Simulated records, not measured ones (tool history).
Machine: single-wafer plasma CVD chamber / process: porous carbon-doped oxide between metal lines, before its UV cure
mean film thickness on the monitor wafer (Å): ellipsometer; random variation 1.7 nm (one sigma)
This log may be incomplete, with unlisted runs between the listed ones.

| run | day | heater temperature setpoint (°C) | RF power (W) | deposition time (s) | mean film thickness on the monitor wafer (Å) |
|---|---|---|---|---|---|
| 1 | 0 | 280 | 635 | 57.8 | 3829.9 |
| 2 | 0.112 | 280 | 595 | 57.8 | 3650.1 |
| 3 | 0.371 | 286 | 580 | 57.8 | 3404.7 |
| 4 | 0.646 | 279 | 580 | 57.8 | 3568.2 |
| 5 | 0.725 | 279 | 580 | 59.7 | 3735.8 |
| 6 | 1.083 | 279 | 625 | 59.7 | 3917.6 |
|  | 1.267 | RF generator calibrated |
| 7 | 1.267 | 285 | 600 | 59.6 | 3759.2 |

Forecast run 8:
| 8 | 1.496 | 288 | 565 | 59.5 | ? |

mean film thickness on the monitor wafer (Å): 3504

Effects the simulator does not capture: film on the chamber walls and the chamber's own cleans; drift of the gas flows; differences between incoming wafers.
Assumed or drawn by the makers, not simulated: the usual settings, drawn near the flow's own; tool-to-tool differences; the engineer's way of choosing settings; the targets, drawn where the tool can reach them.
